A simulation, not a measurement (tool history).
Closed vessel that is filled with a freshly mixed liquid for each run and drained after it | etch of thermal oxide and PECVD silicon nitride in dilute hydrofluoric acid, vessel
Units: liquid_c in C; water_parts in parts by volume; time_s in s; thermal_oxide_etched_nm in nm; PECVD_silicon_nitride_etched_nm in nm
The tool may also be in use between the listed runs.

run    day  liquid_c  water_parts  time_s  thermal_oxide_etched_nm  PECVD_silicon_nitride_etched_nm
  1      0        25           40     240                   28.738                           9.9527
  2  0.254        25           35     250                   34.635                           11.805
  3  0.375        25           35     330                   45.066                           15.652
  4  0.692      26.5           35     330                   49.085                           17.094
  5  1.058      26.5           35     275                   39.958                           14.326
  6  1.383        26           30     280                   47.449                           16.255
  7  1.592        26           30     275                   45.681                           15.889
  8  1.942        26           25     275                   56.321                           19.262
  9  2.104      25.5           25     275                   54.422                             18.5
 10  2.479        25           20     270                   67.149                           21.776
     2.588  -- hydrofluoric acid flow meter replaced
 11  2.588      24.5           25     275                   58.348                           18.719
 12  2.767        25           25     275                   58.982                           19.532

Run 13 comes next. What will it give?
 13  2.925      24.5           25     275                        ?                                ?

Run 13 gave thermal_oxide_etched_nm 58.464 nm, PECVD_silicon_nitride_etched_nm 18.988 nm.
